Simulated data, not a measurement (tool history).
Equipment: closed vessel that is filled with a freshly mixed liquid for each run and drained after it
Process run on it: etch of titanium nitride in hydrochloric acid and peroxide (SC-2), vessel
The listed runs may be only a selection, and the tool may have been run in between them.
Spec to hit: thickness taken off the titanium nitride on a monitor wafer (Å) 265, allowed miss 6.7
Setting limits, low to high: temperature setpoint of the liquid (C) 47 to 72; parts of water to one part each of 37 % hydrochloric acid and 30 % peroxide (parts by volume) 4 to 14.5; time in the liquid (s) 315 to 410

run	hour	temperature setpoint of the liquid (C)	parts of water to one part each of 37 % hydrochloric acid and 30 % peroxide (parts by volume)	time in the liquid (s)	thickness taken off the titanium nitride on a monitor wafer (Å)
1	0	63	8	410	176.75
2	3.1	68	8	410	242.81
3	4	68.5	8	410	248.5
4	11.4	69	8	410	257.56
5	18.6	69	8	315	194.77
6	23.8	70	7.5	315	221.55
7	30.5	70.5	7	315	237.1
8	32.1	71	7	315	240.71

Below are 5 possible settings for the next run. Only one of them brings all results inside the allowed miss of their targets. Which is it?
A	33.7	70.5	8	325	?
B	33.7	70	7	400	?
C	33.7	72	7.5	340	?
D	33.7	71.5	7	350	?
E	33.7	65	5.5	330	?

move	thickness taken off the titanium nitride on a monitor wafer (Å)
A	221.66
B	294.3
C	266.56
D	281.29
E	215.84
A: further off than the last run
B: takes the biggest miss from the last run beyond its target
C: all results land within tolerance of their targets
D: takes the biggest miss from the last run beyond its target
E: further off than the last run
Go with C: it meets all targets.
